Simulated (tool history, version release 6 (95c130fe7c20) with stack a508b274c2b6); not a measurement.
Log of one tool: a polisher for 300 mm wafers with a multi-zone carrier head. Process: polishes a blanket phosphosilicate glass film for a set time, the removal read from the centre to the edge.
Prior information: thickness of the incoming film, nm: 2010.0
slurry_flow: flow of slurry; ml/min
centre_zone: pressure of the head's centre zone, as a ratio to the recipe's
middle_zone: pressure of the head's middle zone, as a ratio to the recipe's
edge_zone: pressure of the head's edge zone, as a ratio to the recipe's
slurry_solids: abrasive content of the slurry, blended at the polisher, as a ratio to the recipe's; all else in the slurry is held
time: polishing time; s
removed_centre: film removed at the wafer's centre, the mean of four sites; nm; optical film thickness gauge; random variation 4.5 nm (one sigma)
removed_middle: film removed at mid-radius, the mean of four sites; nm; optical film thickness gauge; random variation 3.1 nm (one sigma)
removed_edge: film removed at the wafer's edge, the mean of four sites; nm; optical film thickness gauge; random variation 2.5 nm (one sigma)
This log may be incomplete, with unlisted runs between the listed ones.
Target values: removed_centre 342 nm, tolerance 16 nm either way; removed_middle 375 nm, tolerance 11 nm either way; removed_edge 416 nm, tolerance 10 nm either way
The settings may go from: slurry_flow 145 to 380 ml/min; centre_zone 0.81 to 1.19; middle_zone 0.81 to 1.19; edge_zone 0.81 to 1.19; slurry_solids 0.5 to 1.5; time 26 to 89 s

run 1 hour=0 | slurry_flow=245 centre_zone=1 middle_zone=1 edge_zone=1 slurry_solids=1 time=57 | removed_centre=496.44 removed_middle=508.47 removed_edge=515.25
run 2 hour=6.7 | slurry_flow=225 centre_zone=1 middle_zone=1 edge_zone=1 slurry_solids=1 time=57 | removed_centre=495.42 removed_middle=506.35 removed_edge=516.67
run 3 hour=10.5 | slurry_flow=225 centre_zone=1.04 middle_zone=1 edge_zone=1 slurry_solids=1 time=57 | removed_centre=511.2 removed_middle=505.9 removed_edge=516.17
run 4 hour=12.9 | slurry_flow=255 centre_zone=1.04 middle_zone=1 edge_zone=1 slurry_solids=1 time=57 | removed_centre=525.02 removed_middle=517.22 removed_edge=523.45
run 5 hour=18.7 | slurry_flow=255 centre_zone=1.04 middle_zone=1 edge_zone=1 slurry_solids=0.8 time=57 | removed_centre=452.94 removed_middle=443.53 removed_edge=454.5
run 6 hour=26.8 | slurry_flow=250 centre_zone=1.01 middle_zone=0.98 edge_zone=0.99 slurry_solids=0.8 time=57 | removed_centre=445.88 removed_middle=440.55 removed_edge=444.12
-- hour=34.3 worn pad replaced by a new one
run 7 hour=34.3 | slurry_flow=240 centre_zone=0.98 middle_zone=0.97 edge_zone=1.01 slurry_solids=0.8 time=57 | removed_centre=455.63 removed_middle=463.13 removed_edge=480.32
run 8 hour=38.5 | slurry_flow=230 centre_zone=0.96 middle_zone=0.95 edge_zone=1.01 slurry_solids=0.75 time=56 | removed_centre=412.85 removed_middle=426.85 removed_edge=452.71
run 9 hour=46.2 | slurry_flow=225 centre_zone=0.94 middle_zone=0.93 edge_zone=1 slurry_solids=0.75 time=56 | removed_centre=408.1 removed_middle=419.01 removed_edge=447.17
run 10 hour=52.9 | slurry_flow=220 centre_zone=0.92 middle_zone=0.92 edge_zone=0.99 slurry_solids=0.75 time=56 | removed_centre=383.09 removed_middle=412.95 removed_edge=449.8
run 11 hour=60.9 | slurry_flow=220 centre_zone=0.92 middle_zone=0.91 edge_zone=0.98 slurry_solids=0.75 time=56 | removed_centre=395.07 removed_middle=408.52 removed_edge=443.94
run 12 hour=65.4 | slurry_flow=215 centre_zone=0.91 middle_zone=0.9 edge_zone=0.97 slurry_solids=0.75 time=56 | removed_centre=387.79 removed_middle=409.14 removed_edge=445.84
run 13 hour=71.3 | slurry_flow=215 centre_zone=0.9 middle_zone=0.89 edge_zone=0.96 slurry_solids=0.75 time=56 | removed_centre=391.55 removed_middle=399.02 removed_edge=439.34
run 14 hour=78.7 | slurry_flow=210 centre_zone=0.89 middle_zone=0.89 edge_zone=0.95 slurry_solids=0.75 time=56 | removed_centre=374.65 removed_middle=393.38 removed_edge=438.12
run 15 hour=83.8 | slurry_flow=210 centre_zone=0.88 middle_zone=0.89 edge_zone=0.94 slurry_solids=0.75 time=56 | removed_centre=379.52 removed_middle=399.01 removed_edge=435.65
run 16 hour=84.9 | slurry_flow=205 centre_zone=0.87 middle_zone=0.89 edge_zone=0.93 slurry_solids=0.75 time=56 | removed_centre=369.81 removed_middle=396.94 removed_edge=427.87

Exercise: of the 5 proposed moves below, exactly one satisfies all targets within the stated allowed misses. Which move is it?
run A hour=86 | slurry_flow=210 centre_zone=0.82 middle_zone=0.84 edge_zone=0.98 slurry_solids=0.75 time=55 | removed_centre=? removed_middle=? removed_edge=?
run B hour=86 | slurry_flow=145 centre_zone=0.81 middle_zone=0.92 edge_zone=1.06 slurry_solids=0.7 time=55 | removed_centre=? removed_middle=? removed_edge=?
run C hour=86 | slurry_flow=285 centre_zone=1 middle_zone=0.96 edge_zone=0.81 slurry_solids=0.8 time=52 | removed_centre=? removed_middle=? removed_edge=?
run D hour=86 | slurry_flow=195 centre_zone=0.97 middle_zone=0.85 edge_zone=0.92 slurry_solids=0.8 time=53 | removed_centre=? removed_middle=? removed_edge=?
run E hour=86 | slurry_flow=240 centre_zone=0.82 middle_zone=0.84 edge_zone=0.89 slurry_solids=0.65 time=60 | removed_centre=? removed_middle=? removed_edge=?

move=A removed_centre=341.93 removed_middle=374.12 removed_edge=436.96
move=B removed_centre=307.5 removed_middle=368.7 removed_edge=417.53
move=C removed_centre=426.08 removed_middle=424.38 removed_edge=406.86
move=D removed_centre=404.49 removed_middle=377.25 removed_edge=425.76
move=E removed_centre=340.11 removed_middle=371.66 removed_edge=415.32
A: the furthest-off result lands on target, but another misses its tolerance
B: the furthest-off result lands on target, but another misses its tolerance
C: the biggest miss grows against the last run
D: the furthest-off result lands on target, but another misses its tolerance
E: hits every target within its allowed miss
The right move is E.
